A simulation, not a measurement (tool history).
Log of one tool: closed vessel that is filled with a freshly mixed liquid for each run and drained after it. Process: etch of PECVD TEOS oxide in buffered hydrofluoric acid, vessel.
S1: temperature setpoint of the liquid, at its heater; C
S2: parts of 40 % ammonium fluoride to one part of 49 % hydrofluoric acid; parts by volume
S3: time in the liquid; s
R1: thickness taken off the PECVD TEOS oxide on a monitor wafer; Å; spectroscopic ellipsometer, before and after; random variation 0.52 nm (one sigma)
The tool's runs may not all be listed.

run    day    S1    S2  S3      R1
  1      0    24  13.5  90  1762.1
  2    0.2    24  16.5  90  1430.1
  3  0.462    25  16.5  90  1521.4
  4  0.588  23.5  16.5  90  1401.3
  5  0.904  23.5  14.5  90  1590.3
  6  1.271    22    15  90  1422.7
  7    1.5    21    15  90  1342.8

Forecast run 8:
  8  1.692  20  15  90   ?

{"run 8": {"R1": 1274.9}}
